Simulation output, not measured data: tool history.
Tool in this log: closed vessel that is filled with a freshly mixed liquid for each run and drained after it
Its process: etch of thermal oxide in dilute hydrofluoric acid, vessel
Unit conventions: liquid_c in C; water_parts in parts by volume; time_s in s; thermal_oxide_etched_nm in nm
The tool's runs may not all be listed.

run  hour  liquid_c  water_parts  time_s  thermal_oxide_etched_nm
  1     0        21          230     130                   1.7689
  2     6        22          220     130                   1.9517
  3   9.6      25.5          220     130                   2.2183
  4  12.7        26          215     130                   2.3455
  5  18.2      26.5          210     130                   2.4452
     24.9  -- thermometer replaced
  6  24.9      26.5          210     100                   2.0384
  7  32.4        27          200     100                   2.2039
  8  33.9      27.5          190     100                   2.3723
  9  37.1      27.5          185     100                   2.4202
 10  46.1        29          140     100                   3.5716

Expected results for the next run?
 11  50.2      28.5          140     100                        ?

Run 11 yielded thermal_oxide_etched_nm 3.5309 nm.

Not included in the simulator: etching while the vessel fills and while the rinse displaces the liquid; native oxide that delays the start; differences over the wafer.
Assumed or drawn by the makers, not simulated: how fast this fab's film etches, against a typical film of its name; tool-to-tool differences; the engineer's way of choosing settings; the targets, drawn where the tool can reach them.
